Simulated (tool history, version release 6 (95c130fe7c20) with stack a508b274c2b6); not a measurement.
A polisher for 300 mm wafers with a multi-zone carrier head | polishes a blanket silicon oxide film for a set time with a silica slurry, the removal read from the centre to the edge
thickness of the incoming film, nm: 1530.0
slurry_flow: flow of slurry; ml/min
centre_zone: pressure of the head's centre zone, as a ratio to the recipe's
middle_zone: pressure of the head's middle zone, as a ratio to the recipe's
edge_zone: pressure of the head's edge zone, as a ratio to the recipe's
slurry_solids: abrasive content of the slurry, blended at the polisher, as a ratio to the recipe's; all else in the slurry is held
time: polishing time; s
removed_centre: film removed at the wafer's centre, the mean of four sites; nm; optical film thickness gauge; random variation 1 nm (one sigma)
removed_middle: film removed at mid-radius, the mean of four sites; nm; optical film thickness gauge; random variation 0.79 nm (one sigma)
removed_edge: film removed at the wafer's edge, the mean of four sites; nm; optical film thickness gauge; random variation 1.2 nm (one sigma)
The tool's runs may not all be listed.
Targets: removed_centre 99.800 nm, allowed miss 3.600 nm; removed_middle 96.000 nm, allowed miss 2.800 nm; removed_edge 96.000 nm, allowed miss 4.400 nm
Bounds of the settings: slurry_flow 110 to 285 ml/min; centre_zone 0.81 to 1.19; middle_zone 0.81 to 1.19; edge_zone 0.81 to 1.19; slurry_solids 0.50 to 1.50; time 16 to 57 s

run,hour,slurry_flow,centre_zone,middle_zone,edge_zone,slurry_solids,time,removed_centre,removed_middle,removed_edge
1,0.0,180,1.00,1.00,1.00,1.00,36,164.570,171.490,172.360
2,1.9,180,1.00,1.00,1.00,1.15,36,177.290,182.660,183.950
3,2.9,180,1.01,0.98,0.96,0.95,33,147.410,149.690,148.630
4,9.5,175,1.01,0.95,0.92,0.80,32,125.910,126.290,122.170
5,14.6,175,1.01,0.89,0.92,0.80,32,128.530,119.620,120.650
6,19.2,175,1.01,0.89,0.92,0.80,28,110.150,105.130,108.750
7,25.7,165,1.00,0.88,0.90,0.80,28,108.750,104.010,106.540
8,32.7,160,0.99,0.87,0.88,0.80,28,105.070,103.240,103.580
9,40.4,150,0.99,0.86,0.87,0.80,28,105.330,99.976,102.850
10,45.3,145,0.99,0.86,0.85,0.80,28,105.830,99.779,100.000
11,53.4,140,0.98,0.86,0.84,0.80,28,102.740,99.524,99.516
12,57.8,120,0.99,0.85,0.81,0.75,28,93.196,90.121,90.854
13,62.2,130,0.99,0.85,0.82,0.75,28,95.404,93.127,91.739
14,63.5,135,0.99,0.85,0.83,0.75,28,96.825,92.420,96.424

4 next moves are on the table. One of them brings every result within its allowed miss. Which?
A,64.8,150,0.98,0.87,0.83,0.70,28,?,?,?
B,64.8,200,0.96,0.81,0.91,0.70,28,?,?,?
C,64.8,155,0.96,0.82,0.81,0.85,26,?,?,?
D,64.8,110,1.11,0.91,0.92,0.55,38,?,?,?

move,removed_centre,removed_middle,removed_edge
A,91.696,89.615,89.690
B,95.440,90.573,97.204
C,99.170,95.346,97.613
D,97.004,87.678,91.753
A: further off than the last run
B: further off than the last run
C: meets every target
D: further off than the last run
Move C is the one to make.
